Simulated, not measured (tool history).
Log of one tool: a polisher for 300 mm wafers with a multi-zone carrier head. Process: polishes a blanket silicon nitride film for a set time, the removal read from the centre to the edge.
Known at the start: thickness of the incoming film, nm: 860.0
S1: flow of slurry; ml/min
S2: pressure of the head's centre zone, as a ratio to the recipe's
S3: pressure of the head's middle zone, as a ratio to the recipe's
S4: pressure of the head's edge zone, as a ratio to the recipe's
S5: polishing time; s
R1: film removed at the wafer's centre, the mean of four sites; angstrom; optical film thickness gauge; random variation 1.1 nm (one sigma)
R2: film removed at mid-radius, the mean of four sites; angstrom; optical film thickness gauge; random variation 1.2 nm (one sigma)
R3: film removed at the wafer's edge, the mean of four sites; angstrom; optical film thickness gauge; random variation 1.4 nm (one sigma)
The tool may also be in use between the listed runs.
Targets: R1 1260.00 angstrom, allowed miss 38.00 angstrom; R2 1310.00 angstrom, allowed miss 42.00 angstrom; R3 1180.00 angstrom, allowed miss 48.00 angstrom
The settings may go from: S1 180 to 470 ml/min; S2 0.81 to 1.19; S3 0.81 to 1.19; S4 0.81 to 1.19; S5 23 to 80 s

run,day,S1,S2,S3,S4,S5,R1,R2,R3
1,0.000,300,1.00,1.00,1.00,51,814.37,831.21,833.86
2,0.171,300,1.00,0.96,1.00,51,811.61,809.41,817.53
3,0.392,300,1.00,1.04,1.00,51,804.83,855.59,817.41
4,0.471,300,1.00,1.04,1.00,63,1008.80,1052.10,1027.60
5,0.625,310,1.02,1.07,1.01,64,1041.90,1112.50,1038.70
6,0.758,310,1.02,1.07,1.01,71,1140.60,1216.10,1163.80
7,0.900,310,1.02,1.07,1.01,71,1169.40,1211.90,1152.30
8,1.092,310,1.02,1.07,1.01,71,1159.50,1221.00,1134.70
9,1.358,310,1.03,1.08,1.02,72,1193.10,1230.30,1199.90
10,1.704,320,1.04,1.09,1.01,72,1206.90,1262.50,1156.70

5 next moves are on the table. One of them brings every result within its allowed miss. Which?
A,2.050,305,1.02,1.07,0.99,71,?,?,?
B,2.050,365,1.11,1.09,0.92,68,?,?,?
C,2.050,265,1.01,1.06,1.08,71,?,?,?
D,2.050,235,1.09,1.14,1.00,73,?,?,?
E,2.050,260,1.00,1.05,0.98,72,?,?,?

move,R1,R2,R3
A,1168.80,1219.60,1149.60
B,1233.50,1199.00,1072.00
C,1146.10,1199.30,1191.90
D,1262.40,1301.90,1171.90
E,1149.00,1205.20,1151.70
A: further off than the last run
B: brings the result that was furthest off to its target, and leaves another outside
C: further off than the last run
D: meets every target
E: further off than the last run
Answer: D

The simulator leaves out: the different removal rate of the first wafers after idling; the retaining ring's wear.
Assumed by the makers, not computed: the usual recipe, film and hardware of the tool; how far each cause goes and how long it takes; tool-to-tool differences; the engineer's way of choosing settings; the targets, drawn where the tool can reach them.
